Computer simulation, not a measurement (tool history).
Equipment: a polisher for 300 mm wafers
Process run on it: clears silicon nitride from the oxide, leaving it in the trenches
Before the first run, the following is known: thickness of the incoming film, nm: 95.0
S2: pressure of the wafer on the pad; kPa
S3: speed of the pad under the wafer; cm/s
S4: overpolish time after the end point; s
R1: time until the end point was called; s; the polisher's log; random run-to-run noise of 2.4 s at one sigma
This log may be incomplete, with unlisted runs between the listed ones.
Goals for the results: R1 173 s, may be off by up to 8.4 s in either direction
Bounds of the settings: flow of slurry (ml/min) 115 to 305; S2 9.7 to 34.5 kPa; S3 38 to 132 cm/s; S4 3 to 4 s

run 1 day=0 | flow_of_slurry_(ml/min)=195 S2=22.1 S3=84 S4=4 | R1=132.93
run 2 day=0.296 | flow_of_slurry_(ml/min)=195 S2=20.7 S3=84 S4=4 | R1=143.62
run 3 day=0.354 | flow_of_slurry_(ml/min)=195 S2=23.4 S3=84 S4=4 | R1=126.7
run 4 day=0.721 | flow_of_slurry_(ml/min)=195 S2=23.4 S3=100 S4=4 | R1=108.9
-- day=0.746 slurry nozzle cleaned
run 5 day=0.746 | flow_of_slurry_(ml/min)=195 S2=23.4 S3=118 S4=4 | R1=86.58
run 6 day=0.904 | flow_of_slurry_(ml/min)=240 S2=23.4 S3=118 S4=4 | R1=86.157
run 7 day=0.992 | flow_of_slurry_(ml/min)=240 S2=23.4 S3=118 S4=4 | R1=82.692
run 8 day=1.242 | flow_of_slurry_(ml/min)=235 S2=20.7 S3=116 S4=4 | R1=93.953
run 9 day=1.55 | flow_of_slurry_(ml/min)=235 S2=20.7 S3=116 S4=4 | R1=94.934
run 10 day=1.792 | flow_of_slurry_(ml/min)=235 S2=18.6 S3=112 S4=4 | R1=108.16
run 11 day=1.925 | flow_of_slurry_(ml/min)=235 S2=16.5 S3=110 S4=4 | R1=119.02
run 12 day=2.188 | flow_of_slurry_(ml/min)=235 S2=15.2 S3=108 S4=4 | R1=129.22

Which of these 4 next moves meets every target?
run A day=2.45 | flow_of_slurry_(ml/min)=245 S2=17.2 S3=124 S4=4 | R1=?
run B day=2.45 | flow_of_slurry_(ml/min)=225 S2=11.7 S3=98 S4=4 | R1=?
run C day=2.45 | flow_of_slurry_(ml/min)=235 S2=13.1 S3=96 S4=3 | R1=?
run D day=2.45 | flow_of_slurry_(ml/min)=245 S2=14.5 S3=92 S4=4 | R1=?

move=A R1=99.564
move=B R1=167.83
move=C R1=157.51
move=D R1=151.94
A: misses by more than the last run did
B: each result inside its tolerance
C: better than the last run, though not everything is in spec
D: better than the last run, though not everything is in spec
So the answer is move B, the one that meets all the targets.
